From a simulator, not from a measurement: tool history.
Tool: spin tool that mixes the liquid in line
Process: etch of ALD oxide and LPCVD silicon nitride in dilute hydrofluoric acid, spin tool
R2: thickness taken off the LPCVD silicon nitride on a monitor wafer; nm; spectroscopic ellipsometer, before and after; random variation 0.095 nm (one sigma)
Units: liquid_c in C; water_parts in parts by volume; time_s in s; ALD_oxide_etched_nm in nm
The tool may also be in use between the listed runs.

Run 1, hour 0.0: liquid_c 24.0 C, water_parts 50 parts by volume, time_s 105 s. Result: ALD_oxide_etched_nm 26.851 nm, R2 0.95009 nm.
Run 2, hour 4.0: liquid_c 24.5 C, water_parts 45 parts by volume, time_s 110 s. Result: ALD_oxide_etched_nm 31.938 nm, R2 1.19300 nm.
Run 3, hour 6.1: liquid_c 24.5 C, water_parts 45 parts by volume, time_s 70 s. Result: ALD_oxide_etched_nm 20.332 nm, R2 0.71199 nm.
Run 4, hour 8.7: liquid_c 24.5 C, water_parts 35 parts by volume, time_s 70 s. Result: ALD_oxide_etched_nm 26.856 nm, R2 0.89519 nm.
Run 5, hour 12.9: liquid_c 24.5 C, water_parts 50 parts by volume, time_s 70 s. Result: ALD_oxide_etched_nm 18.474 nm, R2 0.67323 nm.
Run 6, hour 18.5: liquid_c 24.5 C, water_parts 50 parts by volume, time_s 90 s. Result: ALD_oxide_etched_nm 23.715 nm, R2 0.88203 nm.

Run 7 comes next. What will it give?
Run 7, hour 26.0: liquid_c 26.0 C, water_parts 30 parts by volume, time_s 140 s. Result: ALD_oxide_etched_nm ?, R2 ?.

ALD_oxide_etched_nm: 67.220 nm
R2: 2.51830 nm

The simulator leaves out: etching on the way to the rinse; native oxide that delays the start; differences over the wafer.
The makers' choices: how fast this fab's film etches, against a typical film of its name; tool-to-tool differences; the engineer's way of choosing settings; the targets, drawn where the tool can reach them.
